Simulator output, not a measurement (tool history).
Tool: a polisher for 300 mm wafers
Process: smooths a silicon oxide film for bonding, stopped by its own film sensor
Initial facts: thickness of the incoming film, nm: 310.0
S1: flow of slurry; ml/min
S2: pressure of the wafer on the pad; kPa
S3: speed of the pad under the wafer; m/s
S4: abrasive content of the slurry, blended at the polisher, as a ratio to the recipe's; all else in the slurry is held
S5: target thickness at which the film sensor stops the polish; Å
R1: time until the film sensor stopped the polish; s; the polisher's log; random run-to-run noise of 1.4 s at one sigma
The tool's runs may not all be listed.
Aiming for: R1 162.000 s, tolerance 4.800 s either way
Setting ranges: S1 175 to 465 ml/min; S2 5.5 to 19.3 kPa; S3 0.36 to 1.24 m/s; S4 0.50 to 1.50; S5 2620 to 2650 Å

run,hour,S1,S2,S3,S4,S5,R1
1,0.0,295,12.4,0.80,1.00,2650,100.080
2,2.0,295,12.4,0.88,1.00,2650,91.055
3,4.8,295,10.3,0.88,1.00,2650,111.820
4,8.7,360,10.3,0.88,1.00,2650,110.530
5,17.5,360,11.7,0.88,1.00,2650,96.532
6,18.2,395,11.7,0.88,1.00,2650,95.064
7,23.0,365,8.3,0.86,1.00,2650,137.660
8,27.5,365,7.6,0.86,1.00,2650,147.600

Exercise: of the 5 proposed moves below, exactly one satisfies all targets within the stated allowed misses. Which move is it?
A,32.0,305,8.3,0.84,1.05,2620,?
B,32.0,360,9.7,0.74,0.95,2620,?
C,32.0,370,10.3,0.84,0.70,2650,?
D,32.0,380,9.0,0.78,0.95,2650,?
E,32.0,430,6.2,0.90,1.15,2640,?

move,R1
A,147.110
B,148.180
C,151.210
D,142.550
E,162.870
A: neither nearer nor further off than the last run
B: neither nearer nor further off than the last run
C: moves toward the targets from the last run without getting all of them in spec
D: moves away from the targets compared with the last run
E: every result within its allowed miss
The right move is E.
